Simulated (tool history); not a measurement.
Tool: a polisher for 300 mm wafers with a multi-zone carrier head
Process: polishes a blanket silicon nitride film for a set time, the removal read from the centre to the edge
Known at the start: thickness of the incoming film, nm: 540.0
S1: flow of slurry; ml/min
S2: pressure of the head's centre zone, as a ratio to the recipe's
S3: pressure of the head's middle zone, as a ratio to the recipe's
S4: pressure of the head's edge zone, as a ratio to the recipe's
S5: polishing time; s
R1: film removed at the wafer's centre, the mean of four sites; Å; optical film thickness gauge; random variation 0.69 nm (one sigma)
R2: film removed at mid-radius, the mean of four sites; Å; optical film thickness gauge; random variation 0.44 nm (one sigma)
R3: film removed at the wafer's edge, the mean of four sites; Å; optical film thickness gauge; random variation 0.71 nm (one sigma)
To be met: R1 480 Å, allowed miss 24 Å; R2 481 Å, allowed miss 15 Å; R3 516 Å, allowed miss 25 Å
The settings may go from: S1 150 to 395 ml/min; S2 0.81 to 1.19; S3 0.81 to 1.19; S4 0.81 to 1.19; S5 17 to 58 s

run  hour   S1    S2    S3    S4  S5      R1      R2      R3
  1     0  250     1     1     1  37  578.37  584.57  596.35
  2   0.7  250     1  1.05     1  37  596.18  611.82  592.86
  3   2.8  295     1  1.05     1  37  600.01  620.95   621.6
  4   9.1  295     1  1.05  0.93  37  596.91  611.84  580.01
  5  13.3  295  0.91  1.05  0.93  37  550.71  620.65  580.33
  6  16.6  290  0.91  1.01  0.92  37  548.78  604.49   577.9
  7  23.9  285  0.91  0.98  0.92  36  522.04  565.61  558.63
  8  27.8  280  0.91  0.96  0.91  36  528.34  558.32   565.7
  9  32.2  275  0.91  0.94   0.9  36  525.37  551.09  553.32

5 next moves are on the table. One of them brings every result within its allowed miss. Which?
  A  36.6  340  1.07  0.96  0.81  34   ?   ?   ?
  B  36.6  235  0.84  1.19  0.81  35   ?   ?   ?
  C  36.6  245  0.88  1.07  0.96  39   ?   ?   ?
  D  36.6  235  0.85  1.18  0.81  37   ?   ?   ?
  E  36.6  285  0.92  0.88  0.93  33   ?   ?   ?

move      R1      R2      R3
   A  587.89   536.5  515.13
   B  461.85  633.51  518.89
   C  540.72  652.75  626.85
   D  494.08  665.35  548.61
   E  483.51  483.67  527.88
A: as far off as the last run
B: further off than the last run
C: further off than the last run
D: further off than the last run
E: meets every target
Answer: E

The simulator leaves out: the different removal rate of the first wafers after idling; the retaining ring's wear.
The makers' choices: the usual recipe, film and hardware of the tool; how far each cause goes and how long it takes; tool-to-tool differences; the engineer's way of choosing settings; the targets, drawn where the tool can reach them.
